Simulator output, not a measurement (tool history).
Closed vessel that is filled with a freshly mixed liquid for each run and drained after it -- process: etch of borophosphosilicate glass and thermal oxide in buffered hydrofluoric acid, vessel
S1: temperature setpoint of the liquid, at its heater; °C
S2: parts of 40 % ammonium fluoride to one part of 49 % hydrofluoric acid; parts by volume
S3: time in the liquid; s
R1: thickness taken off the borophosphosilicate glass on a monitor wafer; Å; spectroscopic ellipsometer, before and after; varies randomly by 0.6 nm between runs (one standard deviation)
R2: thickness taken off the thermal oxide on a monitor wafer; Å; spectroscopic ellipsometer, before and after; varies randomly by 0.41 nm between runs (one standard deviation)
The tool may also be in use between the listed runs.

{"run": 1, "hour": 0.0, "S1": 22, "S2": 16.5, "S3": 60, "R1": 684.44, "R2": 364.78}
{"run": 2, "hour": 1.0, "S1": 22, "S2": 16.5, "S3": 75, "R1": 853.54, "R2": 466.59}
{"run": 3, "hour": 7.6, "S1": 20, "S2": 16.5, "S3": 75, "R1": 752.28, "R2": 414.54}
{"run": 4, "hour": 16.1, "S1": 20, "S2": 16.5, "S3": 65, "R1": 656.64, "R2": 354.79}
{"run": 5, "hour": 23.9, "S1": 22, "S2": 16.5, "S3": 65, "R1": 729.03, "R2": 392.19}
{"run": 6, "hour": 24.8, "S1": 23.5, "S2": 16.5, "S3": 65, "R1": 792.94, "R2": 433.19}
{"run": 7, "hour": 25.9, "S1": 25, "S2": 16.5, "S3": 65, "R1": 867.89, "R2": 467.89}
{"run": 8, "hour": 27.4, "S1": 26, "S2": 16.5, "S3": 65, "R1": 909.76, "R2": 496.71}
{"hour": 33.8, "done": "hydrofluoric acid flow meter replaced"}
{"run": 9, "hour": 33.8, "S1": 30, "S2": 16, "S3": 65, "R1": 1227.9, "R2": 675.34}

The next listed run, before its measurement:
{"run": 10, "hour": 41.3, "S1": 29.5, "S2": 16, "S3": 65, "R1": "?", "R2": "?"}

R1: 1211.7 Å
R2: 653.66 Å
